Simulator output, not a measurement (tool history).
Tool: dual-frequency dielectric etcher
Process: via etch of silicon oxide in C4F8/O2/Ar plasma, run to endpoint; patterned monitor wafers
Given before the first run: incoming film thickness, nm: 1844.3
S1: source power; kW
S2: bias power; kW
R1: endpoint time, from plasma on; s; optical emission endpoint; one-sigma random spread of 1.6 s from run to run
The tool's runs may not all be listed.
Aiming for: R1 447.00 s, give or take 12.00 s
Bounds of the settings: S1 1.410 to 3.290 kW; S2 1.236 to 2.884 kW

{"run": 1, "day": 0.0, "S1": 2.35, "S2": 2.06, "R1": 345.11}
{"run": 2, "day": 0.062, "S1": 2.35, "S2": 1.768, "R1": 363.25}
{"run": 3, "day": 0.433, "S1": 2.2, "S2": 1.692, "R1": 381.22}
{"run": 4, "day": 0.554, "S1": 2.08, "S2": 1.664, "R1": 394.81}
{"run": 5, "day": 0.679, "S1": 1.99, "S2": 1.646, "R1": 407.66}
{"run": 6, "day": 1.025, "S1": 1.93, "S2": 1.635, "R1": 413.95}
{"run": 7, "day": 1.271, "S1": 1.88, "S2": 1.626, "R1": 418.95}
{"run": 8, "day": 1.379, "S1": 1.84, "S2": 1.618, "R1": 424.1}
{"run": 9, "day": 1.488, "S1": 1.81, "S2": 1.611, "R1": 429.3}
{"run": 10, "day": 1.704, "S1": 1.78, "S2": 1.606, "R1": 429.78}

Which of these 4 next moves meets every target?
{"run": "A", "day": 1.921, "S1": 1.78, "S2": 1.4, "R1": "?"}
{"run": "B", "day": 1.921, "S1": 1.91, "S2": 1.532, "R1": "?"}
{"run": "C", "day": 1.921, "S1": 1.89, "S2": 1.68, "R1": "?"}
{"run": "D", "day": 1.921, "S1": 1.93, "S2": 1.585, "R1": "?"}

move=A R1=453.41
move=B R1=423.98
move=C R1=413.97
move=D R1=417.07
A: all results land within tolerance of their targets
B: misses by more than the last run did
C: misses by more than the last run did
D: misses by more than the last run did
Answer: A

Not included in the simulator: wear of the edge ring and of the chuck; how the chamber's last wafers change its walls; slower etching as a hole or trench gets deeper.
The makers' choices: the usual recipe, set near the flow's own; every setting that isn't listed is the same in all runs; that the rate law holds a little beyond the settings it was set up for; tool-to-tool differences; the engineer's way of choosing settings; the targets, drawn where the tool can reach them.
